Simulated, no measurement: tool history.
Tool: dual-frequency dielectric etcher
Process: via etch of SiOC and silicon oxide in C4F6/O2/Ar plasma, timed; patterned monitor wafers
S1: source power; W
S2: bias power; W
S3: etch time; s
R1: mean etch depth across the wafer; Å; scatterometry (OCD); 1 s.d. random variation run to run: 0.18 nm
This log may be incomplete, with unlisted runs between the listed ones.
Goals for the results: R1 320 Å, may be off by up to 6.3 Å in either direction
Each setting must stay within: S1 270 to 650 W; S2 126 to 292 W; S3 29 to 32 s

run,day,S1,S2,S3,R1
1,0,460,209,32,395.91
2,0.029,460,231,32,404.28
3,0.258,460,259,32,419.47
4,0.567,430,247,31.5,391.75
5,0.642,350,247,31.5,356.69
6,0.829,350,270,31.5,369
7,1.179,270,228,30.5,303.18
8,1.367,330,231,30.5,332.58

5 candidate next runs follow, results not yet known. Just one meets every target within its allowed miss. Identify it.
A,1.554,320,241,31.5,?
B,1.554,290,228,31,?
C,1.554,410,231,29.5,?
D,1.554,330,242,31,?
E,1.554,360,251,30.5,?

move,R1
A,346.15
B,321.58
C,355.92
D,345.55
E,356.35
A: its largest miss is bigger than the last run's
B: in spec on every target
C: its largest miss is bigger than the last run's
D: its largest miss is bigger than the last run's
E: its largest miss is bigger than the last run's
The right move is B.
